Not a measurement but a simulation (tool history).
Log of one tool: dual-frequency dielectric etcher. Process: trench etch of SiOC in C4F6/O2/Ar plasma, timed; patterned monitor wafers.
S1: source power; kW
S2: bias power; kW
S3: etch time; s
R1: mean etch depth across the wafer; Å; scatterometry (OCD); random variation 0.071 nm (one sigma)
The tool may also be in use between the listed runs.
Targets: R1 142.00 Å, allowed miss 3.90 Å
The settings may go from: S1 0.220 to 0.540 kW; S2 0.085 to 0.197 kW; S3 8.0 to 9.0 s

run 1 hour=0.0 | S1=0.380 S2=0.141 S3=9.0 | R1=155.42
run 2 hour=1.5 | S1=0.360 S2=0.139 S3=9.0 | R1=153.66
run 3 hour=8.0 | S1=0.400 S2=0.139 S3=9.0 | R1=159.18
run 4 hour=10.8 | S1=0.380 S2=0.136 S3=9.0 | R1=155.03
run 5 hour=19.2 | S1=0.380 S2=0.153 S3=9.0 | R1=163.60
run 6 hour=24.4 | S1=0.320 S2=0.153 S3=9.0 | R1=153.54
run 7 hour=27.6 | S1=0.320 S2=0.153 S3=9.0 | R1=152.09
run 8 hour=34.1 | S1=0.310 S2=0.152 S3=9.0 | R1=151.37
run 9 hour=41.8 | S1=0.300 S2=0.150 S3=9.0 | R1=149.07
-- hour=50.7 source power generator calibrated
run 10 hour=50.7 | S1=0.290 S2=0.149 S3=9.0 | R1=147.80

5 next moves are on the table. One of them brings every result within its allowed miss. Which?
run A hour=59.6 | S1=0.320 S2=0.153 S3=9.0 | R1=?
run B hour=59.6 | S1=0.340 S2=0.137 S3=9.0 | R1=?
run C hour=59.6 | S1=0.420 S2=0.127 S3=8.5 | R1=?
run D hour=59.6 | S1=0.300 S2=0.154 S3=8.0 | R1=?
run E hour=59.6 | S1=0.240 S2=0.163 S3=9.0 | R1=?

move=A R1=153.59
move=B R1=149.92
move=C R1=148.41
move=D R1=133.75
move=E R1=142.39
A: further off than the last run
B: further off than the last run
C: further off than the last run
D: takes the result that was furthest off past its target
E: meets every target
Move E is the one to make.
